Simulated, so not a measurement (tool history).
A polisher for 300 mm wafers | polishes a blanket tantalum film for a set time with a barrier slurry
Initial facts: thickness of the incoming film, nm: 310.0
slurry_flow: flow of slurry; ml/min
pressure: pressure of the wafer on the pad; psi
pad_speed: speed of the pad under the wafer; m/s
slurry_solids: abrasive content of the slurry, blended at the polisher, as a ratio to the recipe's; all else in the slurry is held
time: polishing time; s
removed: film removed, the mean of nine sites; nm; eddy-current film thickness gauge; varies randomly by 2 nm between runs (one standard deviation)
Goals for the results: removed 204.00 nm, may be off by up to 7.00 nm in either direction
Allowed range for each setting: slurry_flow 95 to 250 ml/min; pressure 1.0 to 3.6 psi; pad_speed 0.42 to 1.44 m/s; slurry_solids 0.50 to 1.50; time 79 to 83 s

| run | hour | slurry_flow | pressure | pad_speed | slurry_solids | time | removed |
|---|---|---|---|---|---|---|---|
| 1 | 0.0 | 160 | 2.3 | 0.92 | 1.00 | 79 | 152.36 |
| 2 | 5.7 | 160 | 2.4 | 0.92 | 1.00 | 79 | 159.10 |
| 3 | 14.6 | 160 | 2.4 | 0.92 | 1.15 | 79 | 168.74 |
| 4 | 23.2 | 160 | 2.4 | 1.10 | 1.15 | 79 | 190.64 |
| 5 | 26.9 | 160 | 2.1 | 1.10 | 1.15 | 79 | 166.44 |
| 6 | 31.9 | 160 | 2.1 | 0.96 | 1.15 | 79 | 157.87 |
| 7 | 33.8 | 160 | 2.2 | 0.96 | 1.15 | 79 | 161.67 |
| 8 | 37.1 | 160 | 2.3 | 0.96 | 1.15 | 79 | 163.46 |
| 9 | 45.3 | 160 | 2.4 | 0.96 | 1.15 | 79 | 171.93 |
| 10 | 50.7 | 170 | 2.6 | 0.96 | 1.15 | 79 | 187.49 |
| 11 | 56.6 | 175 | 2.7 | 0.96 | 1.15 | 79 | 191.20 |

5 next moves are on the table. One of them brings every result within its allowed miss. Which?
| A | 62.5 | 180 | 3.2 | 0.90 | 1.20 | 81 | ? |
| B | 62.5 | 185 | 2.8 | 0.96 | 1.20 | 81 | ? |
| C | 62.5 | 190 | 3.1 | 1.00 | 1.25 | 79 | ? |
| D | 62.5 | 165 | 2.7 | 0.92 | 1.10 | 79 | ? |
| E | 62.5 | 190 | 2.9 | 1.00 | 1.15 | 81 | ? |

| move | removed |
|---|---|
| A | 221.04 |
| B | 207.47 |
| C | 228.50 |
| D | 183.25 |
| E | 216.86 |
A: carries the result that was furthest off beyond its target, to the other side
B: in spec on every target
C: carries the result that was furthest off beyond its target, to the other side
D: misses by more than the last run did
E: carries the result that was furthest off beyond its target, to the other side
So the answer is move B, the one that meets all the targets.

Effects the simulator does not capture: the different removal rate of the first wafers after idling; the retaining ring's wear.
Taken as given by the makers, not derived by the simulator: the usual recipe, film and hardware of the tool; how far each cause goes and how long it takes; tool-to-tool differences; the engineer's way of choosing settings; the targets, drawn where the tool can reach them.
